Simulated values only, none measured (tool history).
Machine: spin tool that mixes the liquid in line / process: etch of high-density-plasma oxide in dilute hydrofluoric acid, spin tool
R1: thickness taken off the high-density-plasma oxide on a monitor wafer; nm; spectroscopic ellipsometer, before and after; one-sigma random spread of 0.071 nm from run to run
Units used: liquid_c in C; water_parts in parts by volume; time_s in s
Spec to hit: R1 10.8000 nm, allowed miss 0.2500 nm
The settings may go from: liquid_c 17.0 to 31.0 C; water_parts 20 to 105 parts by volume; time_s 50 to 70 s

run 1 hour=0.0 | liquid_c=23.0 water_parts=55 time_s=70 | R1=11.1280
run 2 hour=3.4 | liquid_c=23.0 water_parts=55 time_s=50 | R1=7.8509
run 3 hour=10.7 | liquid_c=24.0 water_parts=55 time_s=50 | R1=8.2632
run 4 hour=19.2 | liquid_c=24.0 water_parts=70 time_s=50 | R1=6.3369
run 5 hour=26.5 | liquid_c=24.0 water_parts=70 time_s=50 | R1=6.3147
run 6 hour=29.1 | liquid_c=24.0 water_parts=70 time_s=50 | R1=6.4034
run 7 hour=37.7 | liquid_c=24.5 water_parts=70 time_s=50 | R1=6.5748
-- hour=41.3 thermometer replaced
run 8 hour=41.3 | liquid_c=25.0 water_parts=70 time_s=50 | R1=7.3763
run 9 hour=45.3 | liquid_c=25.5 water_parts=70 time_s=50 | R1=7.5009
run 10 hour=48.4 | liquid_c=26.0 water_parts=70 time_s=50 | R1=7.6349
run 11 hour=51.1 | liquid_c=26.5 water_parts=70 time_s=50 | R1=7.7950
run 12 hour=54.0 | liquid_c=26.5 water_parts=70 time_s=50 | R1=7.7017

Exactly one of the 5 candidate moves below puts every result within its allowed miss. Which one?
run A hour=56.9 | liquid_c=28.0 water_parts=70 time_s=70 | R1=?
run B hour=56.9 | liquid_c=26.0 water_parts=65 time_s=65 | R1=?
run C hour=56.9 | liquid_c=25.5 water_parts=60 time_s=65 | R1=?
run D hour=56.9 | liquid_c=27.5 water_parts=70 time_s=70 | R1=?
run E hour=56.9 | liquid_c=30.0 water_parts=70 time_s=65 | R1=?

move=A R1=11.5340
move=B R1=10.7310
move=C R1=11.4710
move=D R1=11.3100
move=E R1=11.5760
A: takes the biggest miss from the last run beyond its target
B: every result within its allowed miss
C: takes the biggest miss from the last run beyond its target
D: takes the biggest miss from the last run beyond its target
E: takes the biggest miss from the last run beyond its target
The right move is B.
